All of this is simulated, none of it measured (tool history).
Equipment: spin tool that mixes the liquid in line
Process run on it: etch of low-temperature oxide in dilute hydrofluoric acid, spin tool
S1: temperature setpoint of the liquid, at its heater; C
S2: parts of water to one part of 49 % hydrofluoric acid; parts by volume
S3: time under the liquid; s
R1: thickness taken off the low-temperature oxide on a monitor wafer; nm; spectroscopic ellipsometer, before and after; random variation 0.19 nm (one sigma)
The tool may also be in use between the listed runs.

run,hour,S1,S2,S3,R1
1,0,26,190,300,30.556
2,7,26,245,300,22.444
3,8.1,26,245,300,22.352
4,12,28.5,230,300,26.38
5,19.2,30,215,300,30.394
6,24,30,215,320,32.42
7,25.7,31,210,320,34.691
8,31.7,32,205,320,36.69

Estimate the outcome of run 9 from the log above:
9,36.6,32.5,205,320,?

{"run 9": {"R1": 37.26}}
